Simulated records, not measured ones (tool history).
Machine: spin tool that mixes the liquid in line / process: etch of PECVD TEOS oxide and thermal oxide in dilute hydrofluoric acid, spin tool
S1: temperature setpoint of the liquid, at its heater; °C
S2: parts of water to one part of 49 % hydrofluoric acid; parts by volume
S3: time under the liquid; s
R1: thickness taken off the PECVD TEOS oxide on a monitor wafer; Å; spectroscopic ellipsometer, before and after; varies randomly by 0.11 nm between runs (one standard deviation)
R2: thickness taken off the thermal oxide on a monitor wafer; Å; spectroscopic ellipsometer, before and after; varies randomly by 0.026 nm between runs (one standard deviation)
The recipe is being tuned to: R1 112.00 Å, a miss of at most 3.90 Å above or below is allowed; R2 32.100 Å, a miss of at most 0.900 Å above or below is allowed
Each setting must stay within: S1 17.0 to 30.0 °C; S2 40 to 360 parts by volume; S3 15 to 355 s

{"run": 1, "day": 0.0, "S1": 22.0, "S2": 200, "S3": 180, "R1": 135.22, "R2": 38.539}
{"run": 2, "day": 0.283, "S1": 20.5, "S2": 200, "S3": 180, "R1": 124.86, "R2": 35.989}
{"run": 3, "day": 0.4, "S1": 20.5, "S2": 200, "S3": 225, "R1": 158.06, "R2": 44.76}
{"run": 4, "day": 0.517, "S1": 20.5, "S2": 155, "S3": 225, "R1": 208.34, "R2": 61.186}
{"run": 5, "day": 0.546, "S1": 20.5, "S2": 155, "S3": 285, "R1": 267.11, "R2": 77.997}
{"run": 6, "day": 0.875, "S1": 20.0, "S2": 170, "S3": 285, "R1": 240.2, "R2": 67.916}
{"run": 7, "day": 1.162, "S1": 20.0, "S2": 185, "S3": 280, "R1": 211.55, "R2": 60.836}
{"run": 8, "day": 1.25, "S1": 19.5, "S2": 195, "S3": 280, "R1": 194.57, "R2": 56.09}
{"run": 9, "day": 1.454, "S1": 19.0, "S2": 205, "S3": 280, "R1": 178.22, "R2": 51.648}
{"run": 10, "day": 1.638, "S1": 19.0, "S2": 215, "S3": 280, "R1": 167.13, "R2": 48.95}

Exactly one of the 4 candidate moves below puts every result within its allowed miss. Which one?
{"run": "A", "day": 1.821, "S1": 28.5, "S2": 285, "S3": 205, "R1": "?", "R2": "?"}
{"run": "B", "day": 1.821, "S1": 20.0, "S2": 260, "S3": 225, "R1": "?", "R2": "?"}
{"run": "C", "day": 1.821, "S1": 23.5, "S2": 260, "S3": 210, "R1": "?", "R2": "?"}
{"run": "D", "day": 1.821, "S1": 20.0, "S2": 235, "S3": 215, "R1": "?", "R2": "?"}

move=A R1=121.95 R2=35.108
move=B R1=111.53 R2=32.108
move=C R1=118.30 R2=34.058
move=D R1=120.70 R2=34.749
A: moves toward the targets from the last run without getting all of them in spec
B: meets every target
C: moves toward the targets from the last run without getting all of them in spec
D: moves toward the targets from the last run without getting all of them in spec
Move B is the one to make.
